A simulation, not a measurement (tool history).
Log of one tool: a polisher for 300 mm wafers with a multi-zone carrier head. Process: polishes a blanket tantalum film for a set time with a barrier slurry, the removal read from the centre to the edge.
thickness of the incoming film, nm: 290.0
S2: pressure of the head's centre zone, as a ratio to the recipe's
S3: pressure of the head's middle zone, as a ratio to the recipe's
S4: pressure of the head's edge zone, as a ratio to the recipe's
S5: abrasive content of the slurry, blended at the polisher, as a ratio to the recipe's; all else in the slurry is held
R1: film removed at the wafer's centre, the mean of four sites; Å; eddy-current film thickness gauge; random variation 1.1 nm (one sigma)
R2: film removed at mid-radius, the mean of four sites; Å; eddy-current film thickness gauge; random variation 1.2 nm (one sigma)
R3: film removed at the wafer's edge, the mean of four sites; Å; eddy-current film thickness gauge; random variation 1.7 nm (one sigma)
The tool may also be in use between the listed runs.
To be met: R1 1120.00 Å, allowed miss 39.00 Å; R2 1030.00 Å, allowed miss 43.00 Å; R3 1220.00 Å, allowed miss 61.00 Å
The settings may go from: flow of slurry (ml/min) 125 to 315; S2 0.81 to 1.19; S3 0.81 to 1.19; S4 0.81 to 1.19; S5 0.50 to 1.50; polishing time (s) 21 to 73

run 1 hour=0.0 | flow_of_slurry_(ml/min)=205 S2=1.00 S3=1.00 S4=1.00 S5=1.00 polishing_time_(s)=47 | R1=830.67 R2=811.27 R3=863.79
run 2 hour=4.9 | flow_of_slurry_(ml/min)=205 S2=1.00 S3=0.97 S4=1.00 S5=1.00 polishing_time_(s)=47 | R1=837.39 R2=794.68 R3=854.49
run 3 hour=7.0 | flow_of_slurry_(ml/min)=205 S2=1.00 S3=0.90 S4=1.00 S5=1.00 polishing_time_(s)=47 | R1=843.62 R2=750.92 R3=835.21
run 4 hour=15.1 | flow_of_slurry_(ml/min)=205 S2=1.00 S3=0.90 S4=0.96 S5=1.00 polishing_time_(s)=47 | R1=846.21 R2=770.46 R3=830.99
run 5 hour=17.9 | flow_of_slurry_(ml/min)=205 S2=1.00 S3=0.91 S4=0.98 S5=1.05 polishing_time_(s)=48 | R1=880.56 R2=803.38 R3=872.70
run 6 hour=24.9 | flow_of_slurry_(ml/min)=205 S2=1.00 S3=0.91 S4=0.98 S5=1.05 polishing_time_(s)=42 | R1=756.79 R2=697.12 R3=772.59
run 7 hour=31.0 | flow_of_slurry_(ml/min)=205 S2=1.01 S3=0.92 S4=1.00 S5=1.10 polishing_time_(s)=43 | R1=797.37 R2=739.71 R3=797.96
run 8 hour=34.6 | flow_of_slurry_(ml/min)=200 S2=1.00 S3=0.91 S4=1.02 S5=1.15 polishing_time_(s)=45 | R1=843.43 R2=781.75 R3=858.25
run 9 hour=38.7 | flow_of_slurry_(ml/min)=200 S2=1.00 S3=0.90 S4=1.04 S5=1.20 polishing_time_(s)=46 | R1=875.37 R2=793.85 R3=888.77

5 next moves are on the table. One of them brings every result within its allowed miss. Which?
run A hour=42.8 | flow_of_slurry_(ml/min)=195 S2=1.04 S3=0.88 S4=1.08 S5=1.20 polishing_time_(s)=39 | R1=? R2=? R3=?
run B hour=42.8 | flow_of_slurry_(ml/min)=145 S2=0.81 S3=1.05 S4=1.16 S5=1.40 polishing_time_(s)=51 | R1=? R2=? R3=?
run C hour=42.8 | flow_of_slurry_(ml/min)=260 S2=1.11 S3=1.08 S4=0.81 S5=1.25 polishing_time_(s)=58 | R1=? R2=? R3=?
run D hour=42.8 | flow_of_slurry_(ml/min)=230 S2=0.93 S3=0.86 S4=1.11 S5=1.15 polishing_time_(s)=62 | R1=? R2=? R3=?
run E hour=42.8 | flow_of_slurry_(ml/min)=210 S2=1.06 S3=0.81 S4=1.10 S5=1.20 polishing_time_(s)=63 | R1=? R2=? R3=?

move=A R1=752.91 R2=645.56 R3=749.57
move=B R1=789.17 R2=973.81 R3=1012.50
move=C R1=1248.80 R2=1195.90 R3=1044.10
move=D R1=1100.80 R2=1016.50 R3=1208.80
move=E R1=1249.80 R2=984.06 R3=1229.80
A: further off than the last run
B: further off than the last run
C: takes the result that was furthest off past its target
D: meets every target
E: takes the result that was furthest off past its target
Answer: D

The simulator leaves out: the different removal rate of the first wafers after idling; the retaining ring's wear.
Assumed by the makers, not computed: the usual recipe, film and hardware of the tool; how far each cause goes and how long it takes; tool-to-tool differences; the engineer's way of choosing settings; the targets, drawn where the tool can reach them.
